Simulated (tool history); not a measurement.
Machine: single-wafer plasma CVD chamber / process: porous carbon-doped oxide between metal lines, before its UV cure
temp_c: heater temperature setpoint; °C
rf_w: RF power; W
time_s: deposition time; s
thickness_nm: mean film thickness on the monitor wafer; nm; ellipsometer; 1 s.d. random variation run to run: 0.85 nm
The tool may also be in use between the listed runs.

| run | hour | temp_c | rf_w | time_s | thickness_nm |
|---|---|---|---|---|---|
| 1 | 0.0 | 325 | 545 | 25.7 | 133.18 |
| 2 | 7.7 | 319 | 560 | 25.7 | 138.41 |
| 3 | 15.4 | 319 | 600 | 25.7 | 143.95 |
| 4 | 19.2 | 319 | 535 | 25.7 | 136.08 |
| 5 | 21.0 | 315 | 535 | 25.7 | 138.56 |
| 6 | 23.4 | 311 | 555 | 25.8 | 144.73 |

Run 7 comes next. What will it give?
| 7 | 25.5 | 308 | 565 | 25.8 | ? |

Run 7 came out at thickness_nm 146.03 nm.
